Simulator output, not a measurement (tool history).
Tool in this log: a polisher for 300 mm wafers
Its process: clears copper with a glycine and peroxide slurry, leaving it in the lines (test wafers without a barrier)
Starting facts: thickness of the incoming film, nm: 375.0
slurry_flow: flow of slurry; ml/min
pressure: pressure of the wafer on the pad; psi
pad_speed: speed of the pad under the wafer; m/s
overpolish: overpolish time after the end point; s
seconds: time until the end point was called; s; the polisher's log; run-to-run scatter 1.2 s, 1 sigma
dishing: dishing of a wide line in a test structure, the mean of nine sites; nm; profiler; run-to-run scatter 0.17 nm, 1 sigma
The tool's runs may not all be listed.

run,hour,slurry_flow,pressure,pad_speed,overpolish,seconds,dishing
1,0,305,1.7,0.76,15,123.25,31.91
2,7.4,275,1.5,0.86,12,124.34,26.64
3,11.4,325,1.5,0.82,10,126.23,21.707
4,17.3,365,1.4,0.86,8,125.82,17.12
5,20.5,365,1.4,1.02,8,113.31,18.887
6,21.2,395,1.3,1.06,7,115.77,16.652
7,23.3,415,1.3,1.1,6,113.79,14.373

Run 8 is up next; what results do you expect?
8,30.5,430,1.3,1.12,5,?,?

For run 8 the tool returned seconds 110.59 s, dishing 12.55 nm.

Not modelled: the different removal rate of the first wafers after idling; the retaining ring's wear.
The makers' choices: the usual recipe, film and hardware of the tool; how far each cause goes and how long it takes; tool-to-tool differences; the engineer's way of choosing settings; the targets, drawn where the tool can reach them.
